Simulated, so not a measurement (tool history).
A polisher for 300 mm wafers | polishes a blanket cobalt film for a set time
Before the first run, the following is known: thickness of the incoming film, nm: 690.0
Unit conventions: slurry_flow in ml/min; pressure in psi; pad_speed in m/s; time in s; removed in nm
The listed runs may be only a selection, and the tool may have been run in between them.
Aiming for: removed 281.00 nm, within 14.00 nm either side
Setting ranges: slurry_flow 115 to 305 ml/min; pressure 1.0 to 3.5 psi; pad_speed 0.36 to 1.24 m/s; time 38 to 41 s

run	day	slurry_flow	pressure	pad_speed	time	removed
1	0.000	195	2.2	0.80	41	185.39
2	0.283	175	2.2	0.80	41	178.98
3	0.646	175	2.2	0.80	38	170.87
4	0.783	145	2.2	0.80	38	163.98
5	1.012	145	2.2	0.68	38	145.06
6	1.325	145	2.2	0.68	41	150.21
7	1.400	155	2.6	0.70	41	187.05
8	1.429	160	3.2	0.72	41	234.59

Which of these 4 next moves meets every target?
A	1.458	160	3.1	0.80	40	?
B	1.458	175	3.5	0.78	41	?
C	1.458	140	3.3	0.64	38	?
D	1.458	165	3.1	0.98	41	?

move	removed
A	242.25
B	275.65
C	196.76
D	300.50
A: an improvement on the last run, though not all results are within tolerance
B: meets every target
C: the biggest miss grows against the last run
D: carries the result that was furthest off beyond its target, to the other side
Move B is the one to make.

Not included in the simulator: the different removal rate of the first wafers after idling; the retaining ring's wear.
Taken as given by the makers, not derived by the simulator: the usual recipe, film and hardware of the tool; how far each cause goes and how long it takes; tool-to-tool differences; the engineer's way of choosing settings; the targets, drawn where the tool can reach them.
